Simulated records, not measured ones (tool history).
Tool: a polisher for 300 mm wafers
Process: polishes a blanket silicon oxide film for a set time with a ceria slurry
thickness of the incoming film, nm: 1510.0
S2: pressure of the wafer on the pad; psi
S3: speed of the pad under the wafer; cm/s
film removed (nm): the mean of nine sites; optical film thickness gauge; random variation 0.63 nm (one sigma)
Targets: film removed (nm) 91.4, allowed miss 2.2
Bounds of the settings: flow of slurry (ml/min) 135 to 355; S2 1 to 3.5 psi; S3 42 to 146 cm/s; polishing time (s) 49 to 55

{"run": 1, "hour": 0.0, "flow of slurry (ml/min)": 225, "S2": 2.2, "S3": 94, "polishing time (s)": 55, "film removed (nm)": 138.32}
{"run": 2, "hour": 4.8, "flow of slurry (ml/min)": 275, "S2": 2.2, "S3": 94, "polishing time (s)": 55, "film removed (nm)": 142.14}
{"run": 3, "hour": 7.7, "flow of slurry (ml/min)": 275, "S2": 2.2, "S3": 94, "polishing time (s)": 55, "film removed (nm)": 143.49}
{"run": 4, "hour": 12.6, "flow of slurry (ml/min)": 265, "S2": 2.1, "S3": 94, "polishing time (s)": 55, "film removed (nm)": 136.37}
{"run": 5, "hour": 19.8, "flow of slurry (ml/min)": 255, "S2": 2, "S3": 94, "polishing time (s)": 55, "film removed (nm)": 129.27}
{"run": 6, "hour": 23.4, "flow of slurry (ml/min)": 250, "S2": 1.9, "S3": 94, "polishing time (s)": 55, "film removed (nm)": 123.14}
{"run": 7, "hour": 25.3, "flow of slurry (ml/min)": 215, "S2": 1.3, "S3": 94, "polishing time (s)": 55, "film removed (nm)": 84.262}
{"run": 8, "hour": 33.3, "flow of slurry (ml/min)": 225, "S2": 1.3, "S3": 94, "polishing time (s)": 55, "film removed (nm)": 84.589}
{"run": 9, "hour": 34.5, "flow of slurry (ml/min)": 235, "S2": 1.3, "S3": 94, "polishing time (s)": 55, "film removed (nm)": 85.98}
{"run": 10, "hour": 38.4, "flow of slurry (ml/min)": 240, "S2": 1.3, "S3": 94, "polishing time (s)": 55, "film removed (nm)": 84.851}
{"hour": 41.7, "done": "worn pad replaced by a new one"}
{"run": 11, "hour": 41.7, "flow of slurry (ml/min)": 245, "S2": 1.3, "S3": 94, "polishing time (s)": 55, "film removed (nm)": 95.689}
{"run": 12, "hour": 47.9, "flow of slurry (ml/min)": 235, "S2": 1.3, "S3": 94, "polishing time (s)": 55, "film removed (nm)": 95.256}
{"run": 13, "hour": 50.8, "flow of slurry (ml/min)": 230, "S2": 1.3, "S3": 94, "polishing time (s)": 55, "film removed (nm)": 93.082}
{"run": 14, "hour": 55.2, "flow of slurry (ml/min)": 225, "S2": 1.3, "S3": 94, "polishing time (s)": 55, "film removed (nm)": 94.733}
{"run": 15, "hour": 61.4, "flow of slurry (ml/min)": 225, "S2": 1.2, "S3": 94, "polishing time (s)": 55, "film removed (nm)": 86.836}
{"run": 16, "hour": 67.2, "flow of slurry (ml/min)": 230, "S2": 1.2, "S3": 94, "polishing time (s)": 55, "film removed (nm)": 87.133}

4 next moves are on the table. One of them brings every result within its allowed miss. Which?
{"run": "A", "hour": 73.0, "flow of slurry (ml/min)": 320, "S2": 1.7, "S3": 72, "polishing time (s)": 52, "film removed (nm)": "?"}
{"run": "B", "hour": 73.0, "flow of slurry (ml/min)": 215, "S2": 1.2, "S3": 96, "polishing time (s)": 49, "film removed (nm)": "?"}
{"run": "C", "hour": 73.0, "flow of slurry (ml/min)": 215, "S2": 1, "S3": 112, "polishing time (s)": 55, "film removed (nm)": "?"}
{"run": "D", "hour": 73.0, "flow of slurry (ml/min)": 235, "S2": 1.3, "S3": 90, "polishing time (s)": 53, "film removed (nm)": "?"}

move=A film_removed_(nm)=92.307
move=B film_removed_(nm)=78.896
move=C film_removed_(nm)=86.655
move=D film_removed_(nm)=87.463
A: meets every target
B: further off than the last run
C: further off than the last run
D: nearer than the last run, and not there yet
Move A is the one to make.
